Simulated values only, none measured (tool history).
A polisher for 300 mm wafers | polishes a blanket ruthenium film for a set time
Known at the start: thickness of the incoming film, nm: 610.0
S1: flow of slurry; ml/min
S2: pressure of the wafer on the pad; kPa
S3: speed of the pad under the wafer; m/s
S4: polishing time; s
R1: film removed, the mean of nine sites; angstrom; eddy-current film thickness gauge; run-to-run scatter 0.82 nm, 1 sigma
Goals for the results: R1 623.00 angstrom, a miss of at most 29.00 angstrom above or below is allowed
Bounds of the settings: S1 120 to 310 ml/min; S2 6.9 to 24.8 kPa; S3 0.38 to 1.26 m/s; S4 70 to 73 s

run,hour,S1,S2,S3,S4,R1
1,0.0,200,15.9,0.82,70,797.53
2,0.9,165,15.9,0.82,70,757.10
3,3.5,165,15.9,1.02,70,889.35
4,8.6,165,15.9,0.88,70,801.31
5,10.6,165,15.2,0.88,70,768.09
6,13.8,165,16.5,0.88,70,839.36
7,20.9,165,16.5,0.88,70,841.61
8,27.6,165,15.9,0.88,70,812.98
9,31.9,165,15.2,0.88,70,776.22
10,40.5,165,14.5,0.88,70,735.93

Of the 5 settings listed for the next run, only one would bring every result within its allowed miss of target. Which one?
A,49.1,165,12.4,0.74,70,?
B,49.1,165,15.9,0.86,70,?
C,49.1,140,14.5,0.90,70,?
D,49.1,120,15.2,0.76,73,?
E,49.1,120,14.5,0.76,70,?

move,R1
A,564.08
B,786.80
C,722.80
D,672.73
E,617.73
A: pushes the last run's worst result past its target
B: moves away from the targets compared with the last run
C: nearer the targets than the last run, but a result is still out of spec
D: nearer the targets than the last run, but a result is still out of spec
E: meets every target
Answer: E

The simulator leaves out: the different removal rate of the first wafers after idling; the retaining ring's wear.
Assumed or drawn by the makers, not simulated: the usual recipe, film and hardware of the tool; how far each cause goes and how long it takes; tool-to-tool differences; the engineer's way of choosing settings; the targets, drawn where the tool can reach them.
